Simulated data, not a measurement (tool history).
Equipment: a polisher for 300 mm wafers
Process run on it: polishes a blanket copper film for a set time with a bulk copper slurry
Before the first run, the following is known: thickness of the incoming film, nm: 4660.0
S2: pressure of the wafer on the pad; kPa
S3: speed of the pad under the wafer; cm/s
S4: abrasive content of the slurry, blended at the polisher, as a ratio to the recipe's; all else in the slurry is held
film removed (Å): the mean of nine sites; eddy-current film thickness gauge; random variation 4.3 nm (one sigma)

{"run": 1, "hour": 0.0, "flow of slurry (ml/min)": 205, "S2": 16.5, "S3": 104, "S4": 1, "polishing time (s)": 36, "film removed (Å)": 2837.9}
{"run": 2, "hour": 7.5, "flow of slurry (ml/min)": 210, "S2": 18.6, "S3": 104, "S4": 1, "polishing time (s)": 36, "film removed (Å)": 3090.5}
{"run": 3, "hour": 8.2, "flow of slurry (ml/min)": 210, "S2": 21.4, "S3": 104, "S4": 1, "polishing time (s)": 36, "film removed (Å)": 3471.9}
{"run": 4, "hour": 12.8, "flow of slurry (ml/min)": 210, "S2": 21.4, "S3": 104, "S4": 1.1, "polishing time (s)": 36, "film removed (Å)": 3582.8}
{"run": 5, "hour": 20.0, "flow of slurry (ml/min)": 210, "S2": 21.4, "S3": 104, "S4": 1, "polishing time (s)": 36, "film removed (Å)": 3451.2}
{"run": 6, "hour": 23.1, "flow of slurry (ml/min)": 210, "S2": 22.8, "S3": 108, "S4": 1, "polishing time (s)": 36, "film removed (Å)": 3813.2}
{"run": 7, "hour": 31.0, "flow of slurry (ml/min)": 210, "S2": 23.4, "S3": 110, "S4": 1, "polishing time (s)": 36, "film removed (Å)": 3972.4}

The next listed run, before its measurement:
{"run": 8, "hour": 36.9, "flow of slurry (ml/min)": 210, "S2": 24.1, "S3": 112, "S4": 1, "polishing time (s)": 36, "film removed (Å)": "?"}

film removed (Å): 4104
